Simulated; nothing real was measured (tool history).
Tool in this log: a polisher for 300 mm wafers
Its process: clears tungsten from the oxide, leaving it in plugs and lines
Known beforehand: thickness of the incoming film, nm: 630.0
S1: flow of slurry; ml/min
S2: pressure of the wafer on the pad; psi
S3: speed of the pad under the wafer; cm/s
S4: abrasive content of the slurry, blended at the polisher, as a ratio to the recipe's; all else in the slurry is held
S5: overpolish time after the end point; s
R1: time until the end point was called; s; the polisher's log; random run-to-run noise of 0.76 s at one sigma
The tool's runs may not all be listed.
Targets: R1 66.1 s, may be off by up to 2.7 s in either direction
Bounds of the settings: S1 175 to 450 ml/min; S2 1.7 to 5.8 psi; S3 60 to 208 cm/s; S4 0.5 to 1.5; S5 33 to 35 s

run,hour,S1,S2,S3,S4,S5,R1
1,0,290,3.7,134,1,33,101.76
2,1.7,260,3.7,134,1,33,105.81
3,8.5,285,4.1,134,1,33,93.154
4,13.6,285,4.1,134,1,35,94.742
5,21.9,295,4.5,134,1,35,86.256
6,30.3,295,4.5,134,1,33,84.704
7,35.2,295,5.5,136,1,33,71.36
8,41.8,300,5.6,136,1,33,71.329

Of the 5 settings listed for the next run, only one would bring every result within its allowed miss of target. Which one?
A,48.4,295,5.4,134,0.95,35,?
B,48.4,295,4.8,140,1.4,33,?
C,48.4,255,5.7,140,1,35,?
D,48.4,275,4.8,154,1.05,35,?
E,48.4,240,5.2,134,0.95,33,?

move,R1
A,72.57
B,71.884
C,66.131
D,69.516
E,75.977
A: the biggest miss grows against the last run
B: the biggest miss grows against the last run
C: all results in spec
D: closer than the last run, but not yet in spec
E: the biggest miss grows against the last run
C meets every target.
